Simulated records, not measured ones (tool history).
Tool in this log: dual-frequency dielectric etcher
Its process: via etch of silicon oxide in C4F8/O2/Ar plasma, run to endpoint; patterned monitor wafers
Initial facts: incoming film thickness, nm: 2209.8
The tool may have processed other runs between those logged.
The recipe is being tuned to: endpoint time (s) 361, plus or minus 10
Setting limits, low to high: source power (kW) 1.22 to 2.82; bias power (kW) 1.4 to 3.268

run  hour  source power (kW)  bias power (kW)  endpoint time (s)
  1     0               2.02            2.334             416.05
  2   8.6               1.71            2.334             442.86
  3  15.4               1.89            2.334             421.45
  4  21.5               2.18            2.334             398.78
  5  26.4               2.29            2.379             385.85
  6  30.1               2.36            2.406             381.33
  7  33.6               2.42            2.433              375.7
  8  35.7               2.47            2.453             372.64

Exercise: of the 4 proposed moves below, exactly one satisfies all targets within the stated allowed misses. Which move is it?
  A  37.8               2.19            2.667                  ?
  B  37.8               2.65            2.456                  ?
  C  37.8               2.24            2.261                  ?
  D  37.8               2.45            2.351                  ?

move  endpoint time (s)
   A             382.46
   B             362.99
   C             400.67
   D             380.72
A: further off than the last run
B: all results in spec
C: further off than the last run
D: further off than the last run
B is the move that brings every result within its allowed miss.
